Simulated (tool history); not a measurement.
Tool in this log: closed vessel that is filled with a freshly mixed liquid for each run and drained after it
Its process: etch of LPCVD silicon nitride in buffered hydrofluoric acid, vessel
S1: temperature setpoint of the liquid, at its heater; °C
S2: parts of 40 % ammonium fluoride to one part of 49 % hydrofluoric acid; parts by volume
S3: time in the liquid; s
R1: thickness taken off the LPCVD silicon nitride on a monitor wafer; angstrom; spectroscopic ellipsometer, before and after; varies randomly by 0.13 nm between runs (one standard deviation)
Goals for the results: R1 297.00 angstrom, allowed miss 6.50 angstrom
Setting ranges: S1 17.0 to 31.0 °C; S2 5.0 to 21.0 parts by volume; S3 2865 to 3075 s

run,day,S1,S2,S3,R1
1,0.000,23.0,13.0,2865,324.89
2,0.300,22.5,13.0,2865,318.30
3,0.471,22.0,13.0,2865,311.38
4,0.629,22.0,15.5,2865,261.20
5,0.788,19.0,15.5,2865,221.26
6,0.933,21.0,15.5,2865,246.69
7,1.283,22.0,15.5,2865,261.15
8,1.475,23.0,15.5,2865,275.60
9,1.512,23.5,15.5,2865,285.87

Consider the 4 candidate settings below. Which is the only one whose results all fall within their allowed miss of target?
A,1.550,24.0,16.5,2950,?
B,1.550,25.0,16.5,2955,?
C,1.550,25.5,19.0,3030,?
D,1.550,23.0,16.0,3035,?

move,R1
A,282.03
B,298.32
C,273.54
D,283.12
A: further off than the last run
B: hits every target within its allowed miss
C: further off than the last run
D: further off than the last run
B is the move that brings every result within its allowed miss.
